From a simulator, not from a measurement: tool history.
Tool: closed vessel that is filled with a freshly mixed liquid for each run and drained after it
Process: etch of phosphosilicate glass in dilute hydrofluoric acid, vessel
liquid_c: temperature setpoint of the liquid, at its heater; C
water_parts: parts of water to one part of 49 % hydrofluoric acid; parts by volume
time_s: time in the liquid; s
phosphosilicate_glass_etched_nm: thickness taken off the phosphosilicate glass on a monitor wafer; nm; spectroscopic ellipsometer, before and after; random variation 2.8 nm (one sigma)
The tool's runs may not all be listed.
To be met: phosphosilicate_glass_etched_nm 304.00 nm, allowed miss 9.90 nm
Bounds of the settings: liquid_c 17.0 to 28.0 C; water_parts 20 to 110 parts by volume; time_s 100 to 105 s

run,hour,liquid_c,water_parts,time_s,phosphosilicate_glass_etched_nm
1,0.0,20.0,60,100,206.66
2,2.8,22.0,60,100,223.67
3,4.4,20.5,60,100,212.24
4,6.3,24.0,60,100,244.62
5,14.9,24.0,70,100,205.05
6,19.7,27.5,70,100,239.58
7,21.8,27.5,65,100,255.81
8,27.6,27.5,60,100,278.41

4 next moves are on the table. One of them brings every result within its allowed miss. Which?
A,33.4,26.0,60,100,?
B,33.4,27.5,55,100,?
C,33.4,27.0,60,100,?
D,33.4,27.5,55,105,?

move,phosphosilicate_glass_etched_nm
A,262.17
B,305.83
C,272.87
D,321.12
A: further off than the last run
B: meets every target
C: further off than the last run
D: takes the result that was furthest off past its target
Answer: B
